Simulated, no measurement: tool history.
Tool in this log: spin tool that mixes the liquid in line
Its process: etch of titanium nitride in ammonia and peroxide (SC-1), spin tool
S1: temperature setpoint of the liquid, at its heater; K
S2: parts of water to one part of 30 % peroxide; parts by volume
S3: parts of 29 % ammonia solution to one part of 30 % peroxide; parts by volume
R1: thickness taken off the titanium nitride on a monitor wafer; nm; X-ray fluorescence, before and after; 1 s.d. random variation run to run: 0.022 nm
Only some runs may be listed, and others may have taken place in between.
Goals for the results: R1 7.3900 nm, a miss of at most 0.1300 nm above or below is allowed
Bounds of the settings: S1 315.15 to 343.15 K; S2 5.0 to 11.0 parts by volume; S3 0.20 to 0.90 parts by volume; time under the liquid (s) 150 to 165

Run 1, hour 0.0: S1 331.15 K, S2 6.0 parts by volume, S3 0.50 parts by volume, time under the liquid (s) 150. Result: R1 14.6670 nm.
Run 2, hour 3.8: S1 331.15 K, S2 6.0 parts by volume, S3 0.50 parts by volume, time under the liquid (s) 165. Result: R1 16.0600 nm.
Run 3, hour 4.9: S1 327.65 K, S2 6.0 parts by volume, S3 0.50 parts by volume, time under the liquid (s) 165. Result: R1 12.7160 nm.
Run 4, hour 8.5: S1 334.15 K, S2 6.0 parts by volume, S3 0.50 parts by volume, time under the liquid (s) 165. Result: R1 19.5240 nm.
Run 5, hour 11.9: S1 334.15 K, S2 8.0 parts by volume, S3 0.50 parts by volume, time under the liquid (s) 165. Result: R1 16.9520 nm.
Run 6, hour 12.8: S1 330.15 K, S2 8.0 parts by volume, S3 0.50 parts by volume, time under the liquid (s) 165. Result: R1 13.1110 nm.
Run 7, hour 17.5: S1 327.65 K, S2 8.0 parts by volume, S3 0.50 parts by volume, time under the liquid (s) 165. Result: R1 11.0100 nm.
Run 8, hour 22.3: S1 320.65 K, S2 8.0 parts by volume, S3 0.50 parts by volume, time under the liquid (s) 165. Result: R1 6.8081 nm.
Run 9, hour 25.7: S1 321.15 K, S2 8.0 parts by volume, S3 0.50 parts by volume, time under the liquid (s) 165. Result: R1 7.0593 nm.

Exercise: of the 5 proposed moves below, exactly one satisfies all targets within the stated allowed misses. Which move is it?
Run A, hour 29.1: S1 321.15 K, S2 7.5 parts by volume, S3 0.50 parts by volume, time under the liquid (s) 150. Result: R1 ?.
Run B, hour 29.1: S1 323.15 K, S2 9.5 parts by volume, S3 0.50 parts by volume, time under the liquid (s) 150. Result: R1 ?.
Run C, hour 29.1: S1 321.15 K, S2 7.0 parts by volume, S3 0.45 parts by volume, time under the liquid (s) 165. Result: R1 ?.
Run D, hour 29.1: S1 320.65 K, S2 8.5 parts by volume, S3 0.55 parts by volume, time under the liquid (s) 165. Result: R1 ?.
Run E, hour 29.1: S1 320.65 K, S2 7.0 parts by volume, S3 0.65 parts by volume, time under the liquid (s) 155. Result: R1 ?.

move      R1
   A  6.6218
   B  6.7543
   C  7.4071
   D  6.7073
   E  7.1285
A: lands further from the targets than the last run did
B: lands further from the targets than the last run did
C: all results land within tolerance of their targets
D: lands further from the targets than the last run did
E: nearer the targets than the last run, but a result is still out of spec
Correct choice: C, which meets every target
